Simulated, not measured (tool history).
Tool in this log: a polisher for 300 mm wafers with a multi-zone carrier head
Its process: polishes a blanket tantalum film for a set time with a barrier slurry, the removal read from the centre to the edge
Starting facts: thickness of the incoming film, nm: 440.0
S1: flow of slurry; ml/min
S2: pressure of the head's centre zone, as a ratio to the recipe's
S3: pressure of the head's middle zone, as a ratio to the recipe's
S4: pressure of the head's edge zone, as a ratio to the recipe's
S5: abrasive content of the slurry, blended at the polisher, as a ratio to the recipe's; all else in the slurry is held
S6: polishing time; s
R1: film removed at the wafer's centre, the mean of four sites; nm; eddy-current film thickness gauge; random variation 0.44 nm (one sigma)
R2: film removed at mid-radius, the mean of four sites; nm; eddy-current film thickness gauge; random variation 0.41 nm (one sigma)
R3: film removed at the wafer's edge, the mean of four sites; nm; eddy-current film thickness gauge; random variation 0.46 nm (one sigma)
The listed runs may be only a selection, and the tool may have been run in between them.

| run | hour | S1 | S2 | S3 | S4 | S5 | S6 | R1 | R2 | R3 |
|---|---|---|---|---|---|---|---|---|---|---|
| 1 | 0 | 195 | 1 | 1 | 1 | 1 | 33 | 64.273 | 65.614 | 63.339 |
| 2 | 3.8 | 190 | 0.99 | 0.99 | 0.98 | 0.95 | 32 | 60.874 | 61.532 | 59.052 |
| 3 | 10.9 | 190 | 0.99 | 0.99 | 0.98 | 0.95 | 27 | 51.577 | 51.654 | 49.884 |
| 4 | 14.1 | 185 | 0.98 | 0.98 | 0.96 | 0.95 | 27 | 51.367 | 50.416 | 49.213 |
| 5 | 14.6 | 185 | 0.98 | 0.98 | 0.96 | 0.75 | 27 | 47.7 | 49.325 | 46.41 |
| 6 | 15.3 | 180 | 0.97 | 0.97 | 0.95 | 0.75 | 27 | 47.711 | 47.637 | 46.617 |
| 7 | 19.2 | 175 | 0.96 | 0.97 | 0.94 | 0.75 | 27 | 46.314 | 47.935 | 46.425 |
| 8 | 20.3 | 170 | 0.96 | 0.96 | 0.93 | 0.75 | 27 | 47.38 | 47.486 | 46.162 |
| 9 | 27.9 | 170 | 0.95 | 0.96 | 0.92 | 0.7 | 27 | 44.258 | 46.319 | 44.861 |

Run 10 is up next; what results do you expect?
| 10 | 30.5 | 170 | 0.95 | 0.96 | 0.91 | 0.7 | 27 | ? | ? | ? |

Run 10 came out at R1 44.842 nm, R2 46.464 nm, R3 44.491 nm.
